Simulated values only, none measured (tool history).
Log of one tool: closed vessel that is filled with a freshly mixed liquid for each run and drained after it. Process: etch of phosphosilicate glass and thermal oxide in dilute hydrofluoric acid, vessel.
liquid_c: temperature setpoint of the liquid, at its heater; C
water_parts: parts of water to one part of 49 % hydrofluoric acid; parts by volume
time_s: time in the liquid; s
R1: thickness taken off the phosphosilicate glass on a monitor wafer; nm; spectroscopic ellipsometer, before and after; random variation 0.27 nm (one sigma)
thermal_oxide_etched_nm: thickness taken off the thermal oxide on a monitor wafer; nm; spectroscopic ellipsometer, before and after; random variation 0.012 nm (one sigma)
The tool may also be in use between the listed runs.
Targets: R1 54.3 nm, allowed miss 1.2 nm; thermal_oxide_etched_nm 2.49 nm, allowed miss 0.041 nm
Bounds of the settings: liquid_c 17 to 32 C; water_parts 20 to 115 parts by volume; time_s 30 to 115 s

Run 1, hour 0: liquid_c 24 C, water_parts 65 parts by volume, time_s 60 s. Result: R1 90.414 nm, thermal_oxide_etched_nm 4.1978 nm.
Run 2, hour 9.3: liquid_c 23 C, water_parts 65 parts by volume, time_s 60 s. Result: R1 87.657 nm, thermal_oxide_etched_nm 4.0248 nm.
Run 3, hour 12: liquid_c 23 C, water_parts 50 parts by volume, time_s 60 s. Result: R1 116.52 nm, thermal_oxide_etched_nm 5.3134 nm.
Run 4, hour 18.8: liquid_c 22.5 C, water_parts 55 parts by volume, time_s 60 s. Result: R1 102.36 nm, thermal_oxide_etched_nm 4.6932 nm.
Run 5, hour 21.4: liquid_c 21 C, water_parts 55 parts by volume, time_s 60 s. Result: R1 96.693 nm, thermal_oxide_etched_nm 4.3806 nm.
Run 6, hour 29.6: liquid_c 21 C, water_parts 70 parts by volume, time_s 60 s. Result: R1 74.282 nm, thermal_oxide_etched_nm 3.4007 nm.
Run 7, hour 35.7: liquid_c 20.5 C, water_parts 70 parts by volume, time_s 60 s. Result: R1 73.122 nm, thermal_oxide_etched_nm 3.3497 nm.
Run 8, hour 39.1: liquid_c 20 C, water_parts 70 parts by volume, time_s 60 s. Result: R1 71.09 nm, thermal_oxide_etched_nm 3.2603 nm.

5 next moves are on the table. One of them brings every result within its allowed miss. Which?
Run A, hour 42.5: liquid_c 17 C, water_parts 95 parts by volume, time_s 75 s. Result: R1 ?, thermal_oxide_etched_nm ?.
Run B, hour 42.5: liquid_c 17.5 C, water_parts 85 parts by volume, time_s 60 s. Result: R1 ?, thermal_oxide_etched_nm ?.
Run C, hour 42.5: liquid_c 20 C, water_parts 110 parts by volume, time_s 75 s. Result: R1 ?, thermal_oxide_etched_nm ?.
Run D, hour 42.5: liquid_c 23 C, water_parts 90 parts by volume, time_s 55 s. Result: R1 ?, thermal_oxide_etched_nm ?.
Run E, hour 42.5: liquid_c 20 C, water_parts 80 parts by volume, time_s 55 s. Result: R1 ?, thermal_oxide_etched_nm ?.

move      R1  thermal_oxide_etched_nm
   A  56.009                    2.584
   B  51.696                    2.385
   C   53.92                   2.4876
   D  55.854                   2.5769
   E  56.236                   2.5945
A: nearer than the last run, and not there yet
B: takes the result that was furthest off past its target
C: meets every target
D: nearer than the last run, and not there yet
E: nearer than the last run, and not there yet
Move C is the one to make.

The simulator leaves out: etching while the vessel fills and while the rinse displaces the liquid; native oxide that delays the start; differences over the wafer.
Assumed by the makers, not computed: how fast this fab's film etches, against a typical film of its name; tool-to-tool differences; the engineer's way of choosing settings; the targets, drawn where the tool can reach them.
